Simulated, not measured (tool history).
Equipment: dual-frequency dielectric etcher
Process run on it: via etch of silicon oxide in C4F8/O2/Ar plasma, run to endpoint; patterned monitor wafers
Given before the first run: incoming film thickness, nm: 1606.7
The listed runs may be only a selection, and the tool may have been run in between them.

run    day  source power (kW)  bias power (kW)  endpoint time (s)
  1  0.000              2.290            2.807             250.88
  2  0.038              2.380            2.852             242.06
  3  0.112              2.440            2.872             242.68
  4  0.162              2.520            2.915             237.13
  5  0.454              2.580            2.943             233.24
  6  0.817              2.630            2.963             232.16
  7  1.096              2.680            2.988             230.04
  8  1.271              2.720            3.011             227.94

Run 9 has not been measured yet. What should we expect?
  9  1.462              2.760            3.031                  ?

{"run 9": {"endpoint time (s)": 226.1}}
